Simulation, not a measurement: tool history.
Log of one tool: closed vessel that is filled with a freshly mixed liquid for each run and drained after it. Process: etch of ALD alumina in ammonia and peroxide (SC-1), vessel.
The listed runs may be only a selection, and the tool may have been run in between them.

run	hour	temperature setpoint of the liquid (C)	parts of 29 % ammonia solution to one part of 30 % peroxide (parts by volume)	time in the liquid (s)	thickness taken off the ALD alumina on a monitor wafer (Å)
1	0	52	0.45	375	117.69
2	1.6	50.5	0.45	375	108.22
3	8.1	48	0.45	375	94.113
4	10.1	47	0.45	375	87.963
5	11.1	46	0.45	375	84.187
6	11.6	50	0.45	375	106.6
7	17.4	49	0.45	375	99.976
8	18	48	0.45	375	93.854

For run 9, what comes out?
9	22	47	0.45	375	?

Run 9 yielded thickness taken off the ALD alumina on a monitor wafer (Å) 88.987.

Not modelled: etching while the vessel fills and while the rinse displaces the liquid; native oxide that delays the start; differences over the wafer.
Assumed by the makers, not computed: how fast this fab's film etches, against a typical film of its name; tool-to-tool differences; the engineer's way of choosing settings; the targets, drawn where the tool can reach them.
